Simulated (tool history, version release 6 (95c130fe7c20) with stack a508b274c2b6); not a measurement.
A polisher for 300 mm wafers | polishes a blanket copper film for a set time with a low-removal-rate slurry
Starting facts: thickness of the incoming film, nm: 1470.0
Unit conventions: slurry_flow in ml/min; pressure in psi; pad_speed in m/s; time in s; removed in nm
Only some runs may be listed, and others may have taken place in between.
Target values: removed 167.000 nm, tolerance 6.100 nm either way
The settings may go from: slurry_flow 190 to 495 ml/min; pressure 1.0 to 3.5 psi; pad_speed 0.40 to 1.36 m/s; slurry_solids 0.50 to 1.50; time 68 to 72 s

run,hour,slurry_flow,pressure,pad_speed,slurry_solids,time,removed
1,0.0,320,2.2,0.88,1.00,68,122.270
2,2.2,320,2.2,0.68,1.00,68,99.213
3,6.8,380,2.2,0.68,1.00,68,97.052
4,13.8,380,2.2,0.68,0.80,68,92.835
5,14.7,380,2.5,0.68,0.80,68,104.710
6,20.8,380,2.9,0.68,0.80,68,121.380
7,24.9,380,3.0,0.70,0.80,68,130.030
8,27.1,380,3.1,0.72,0.80,68,137.670
9,32.9,380,3.2,0.72,0.80,68,140.560
10,37.8,380,3.3,0.74,0.80,68,147.350
11,45.8,380,3.3,0.74,0.80,68,148.710
12,50.5,380,3.4,0.76,0.80,68,151.770
13,51.2,380,3.4,0.78,0.80,68,161.260

Exactly one of the 5 candidate moves below puts every result within its allowed miss. Which one?
A,51.9,355,3.2,0.84,0.75,68,?
B,51.9,335,3.5,0.70,0.75,72,?
C,51.9,385,3.5,0.68,0.85,71,?
D,51.9,245,3.1,0.92,0.60,70,?
E,51.9,350,3.3,0.82,0.80,70,?

move,removed
A,155.450
B,153.070
C,154.230
D,152.820
E,164.660
A: lands further from the targets than the last run did
B: lands further from the targets than the last run did
C: lands further from the targets than the last run did
D: lands further from the targets than the last run did
E: meets every target
E meets every target.
